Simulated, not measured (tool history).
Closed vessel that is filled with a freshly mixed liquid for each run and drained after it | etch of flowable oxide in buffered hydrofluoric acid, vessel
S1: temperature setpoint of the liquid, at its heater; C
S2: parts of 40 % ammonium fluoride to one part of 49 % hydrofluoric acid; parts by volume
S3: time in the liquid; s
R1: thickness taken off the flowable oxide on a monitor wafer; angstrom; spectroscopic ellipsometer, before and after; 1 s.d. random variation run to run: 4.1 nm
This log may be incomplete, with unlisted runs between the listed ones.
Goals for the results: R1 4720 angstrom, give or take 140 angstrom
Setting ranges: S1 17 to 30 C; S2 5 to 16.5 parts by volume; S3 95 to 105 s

run 1 hour=0 | S1=22 S2=10 S3=95 | R1=2382.6
run 2 hour=5.4 | S1=23.5 S2=9.5 S3=95 | R1=2699.9
run 3 hour=9.3 | S1=25 S2=9 S3=95 | R1=3060.8
run 4 hour=16.1 | S1=27 S2=9 S3=95 | R1=3320.8
run 5 hour=24.6 | S1=25.5 S2=9 S3=95 | R1=3089
run 6 hour=33.1 | S1=26.5 S2=8.5 S3=95 | R1=3423.8
run 7 hour=41.7 | S1=27 S2=8 S3=95 | R1=3838.9
run 8 hour=47.8 | S1=30 S2=8 S3=95 | R1=4473.6

Below are 4 possible settings for the next run. Only one of them brings all results inside the allowed miss of their targets. Which is it?
run A hour=53.9 | S1=28.5 S2=8.5 S3=100 | R1=?
run B hour=53.9 | S1=30 S2=8.5 S3=95 | R1=?
run C hour=53.9 | S1=29 S2=8 S3=105 | R1=?
run D hour=53.9 | S1=30 S2=8.5 S3=100 | R1=?

move=A R1=3990.4
move=B R1=4102.4
move=C R1=4593.9
move=D R1=4318.3
A: further off than the last run
B: further off than the last run
C: every result within its allowed miss
D: further off than the last run
So the answer is move C, the one that meets all the targets.
